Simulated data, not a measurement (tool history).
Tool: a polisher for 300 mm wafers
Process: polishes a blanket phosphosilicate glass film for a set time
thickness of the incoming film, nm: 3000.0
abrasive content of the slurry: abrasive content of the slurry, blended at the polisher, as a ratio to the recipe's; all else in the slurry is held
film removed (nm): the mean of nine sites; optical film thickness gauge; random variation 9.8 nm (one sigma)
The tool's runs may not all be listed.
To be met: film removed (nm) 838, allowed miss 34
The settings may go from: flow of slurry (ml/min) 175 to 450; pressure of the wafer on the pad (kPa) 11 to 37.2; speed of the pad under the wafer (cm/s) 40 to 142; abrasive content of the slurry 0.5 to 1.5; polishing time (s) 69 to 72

run	hour	flow of slurry (ml/min)	pressure of the wafer on the pad (kPa)	speed of the pad under the wafer (cm/s)	abrasive content of the slurry	polishing time (s)	film removed (nm)
1	0	290	24.1	90	1	69	495.43
2	8	290	24.1	90	1.15	69	518.37
3	9.2	290	25.5	90	1.15	69	562.13
4	10.5	290	26.2	90	1.15	69	558.97
5	19.4	290	26.2	108	1.15	69	663.19
6	26.9	290	22.1	108	1.15	69	552.32
7	29.7	290	29	110	1.15	69	729.23
8	36.9	290	29.6	110	1.15	69	755.62
9	40.1	290	31	110	1.15	69	793.65

Which of these 5 next moves meets every target?
A	43.3	290	29	122	1.1	69	?
B	43.3	265	30.3	108	1.05	72	?
C	43.3	255	35.2	102	1.1	71	?
D	43.3	275	30.3	98	1.2	72	?
E	43.3	250	31	104	1.1	71	?

move	film removed (nm)
A	797.09
B	765.9
C	848.79
D	755.93
E	761.24
A: nearer than the last run, and not there yet
B: further off than the last run
C: meets every target
D: further off than the last run
E: further off than the last run
Move C is the one to make.

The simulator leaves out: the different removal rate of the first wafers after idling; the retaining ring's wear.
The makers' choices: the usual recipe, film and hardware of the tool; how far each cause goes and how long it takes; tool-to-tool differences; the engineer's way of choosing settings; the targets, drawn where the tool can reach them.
